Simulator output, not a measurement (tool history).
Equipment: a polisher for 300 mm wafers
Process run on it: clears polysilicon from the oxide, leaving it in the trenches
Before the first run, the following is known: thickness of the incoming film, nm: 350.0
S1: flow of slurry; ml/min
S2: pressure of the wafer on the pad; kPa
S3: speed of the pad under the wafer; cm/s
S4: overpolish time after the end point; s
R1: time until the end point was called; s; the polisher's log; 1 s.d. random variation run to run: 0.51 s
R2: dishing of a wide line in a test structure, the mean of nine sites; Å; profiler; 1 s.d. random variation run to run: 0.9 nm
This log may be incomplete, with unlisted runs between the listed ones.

run,day,S1,S2,S3,S4,R1,R2
1,0,255,18.6,84,17,30.268,496.38
2,0.092,225,18.6,84,17,30.702,517.31
3,0.138,240,17.2,82,16,33.435,503.44
4,0.2,240,17.2,82,22,33.707,517.14
5,0.262,260,15.9,80,20,37.234,506.33
6,0.6,280,14.5,80,18,39.872,487.43
7,0.867,295,13.8,80,16,40.771,485.7
8,1.238,310,13.1,78,14,44.179,459.2
9,1.467,325,9,78,10,64.104,341.69

Run 10, settings as shown, results not yet in. Your forecast:
10,1.775,330,9,78,11,?,?

R1: 63.229 s
R2: 358.9 Å
